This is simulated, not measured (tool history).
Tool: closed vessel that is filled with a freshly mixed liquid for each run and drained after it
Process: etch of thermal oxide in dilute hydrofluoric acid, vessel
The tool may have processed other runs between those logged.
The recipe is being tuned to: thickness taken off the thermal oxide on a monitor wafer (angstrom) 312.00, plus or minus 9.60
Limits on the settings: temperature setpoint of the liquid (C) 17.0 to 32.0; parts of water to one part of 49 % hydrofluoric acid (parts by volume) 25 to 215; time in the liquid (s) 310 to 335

run	hour	temperature setpoint of the liquid (C)	parts of water to one part of 49 % hydrofluoric acid (parts by volume)	time in the liquid (s)	thickness taken off the thermal oxide on a monitor wafer (angstrom)
1	0.0	24.0	120	310	101.96
2	1.4	26.0	95	310	143.63
3	3.0	27.5	80	310	186.03
4	11.2	27.5	80	310	182.43
5	17.5	28.5	70	310	222.36
6	24.2	31.0	70	310	243.83
# hour 29.5: hydrofluoric acid flow meter replaced
7	29.5	32.0	45	310	471.15
8	35.5	30.0	45	310	435.06
9	40.2	27.5	45	310	392.33

Which of these 4 next moves meets every target?
A	44.9	27.0	55	310	?
B	44.9	24.5	55	315	?
C	44.9	22.5	50	310	?
D	44.9	31.5	70	315	?

move	thickness taken off the thermal oxide on a monitor wafer (angstrom)
A	307.13
B	282.09
C	283.04
D	285.86
A: meets every target
B: moves the result that the last run missed by most past its target, out the other side
C: moves the result that the last run missed by most past its target, out the other side
D: moves the result that the last run missed by most past its target, out the other side
Answer: A
